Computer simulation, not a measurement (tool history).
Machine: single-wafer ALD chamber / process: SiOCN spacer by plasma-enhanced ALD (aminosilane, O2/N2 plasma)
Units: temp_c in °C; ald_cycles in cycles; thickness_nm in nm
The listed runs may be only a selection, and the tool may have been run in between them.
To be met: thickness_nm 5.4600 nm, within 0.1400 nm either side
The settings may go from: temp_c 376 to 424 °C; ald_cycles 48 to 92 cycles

Run 1, hour 0.0: temp_c 400 °C, ald_cycles 70 cycles. Result: thickness_nm 4.4620 nm.
Run 2, hour 4.4: temp_c 409 °C, ald_cycles 70 cycles. Result: thickness_nm 4.3678 nm.
Run 3, hour 5.5: temp_c 408 °C, ald_cycles 73 cycles. Result: thickness_nm 4.5436 nm.
Run 4, hour 9.4: temp_c 413 °C, ald_cycles 73 cycles. Result: thickness_nm 4.4928 nm.
Run 5, hour 11.3: temp_c 412 °C, ald_cycles 75 cycles. Result: thickness_nm 4.6159 nm.
Run 6, hour 12.6: temp_c 411 °C, ald_cycles 77 cycles. Result: thickness_nm 4.7714 nm.
Run 7, hour 17.4: temp_c 410 °C, ald_cycles 79 cycles. Result: thickness_nm 4.9260 nm.
Run 8, hour 21.3: temp_c 409 °C, ald_cycles 80 cycles. Result: thickness_nm 5.0098 nm.

4 candidate next runs follow, results not yet known. Just one meets every target within its allowed miss. Identify it.
Run A, hour 25.2: temp_c 400 °C, ald_cycles 92 cycles. Result: thickness_nm ?.
Run B, hour 25.2: temp_c 402 °C, ald_cycles 79 cycles. Result: thickness_nm ?.
Run C, hour 25.2: temp_c 409 °C, ald_cycles 87 cycles. Result: thickness_nm ?.
Run D, hour 25.2: temp_c 402 °C, ald_cycles 90 cycles. Result: thickness_nm ?.

move  thickness_nm
   A        5.8763
   B        5.0193
   C        5.4249
   D        5.7182
A: carries the result that was furthest off beyond its target, to the other side
B: about as far from the targets as the last run
C: all results in spec
D: carries the result that was furthest off beyond its target, to the other side
The move that meets every target is C.

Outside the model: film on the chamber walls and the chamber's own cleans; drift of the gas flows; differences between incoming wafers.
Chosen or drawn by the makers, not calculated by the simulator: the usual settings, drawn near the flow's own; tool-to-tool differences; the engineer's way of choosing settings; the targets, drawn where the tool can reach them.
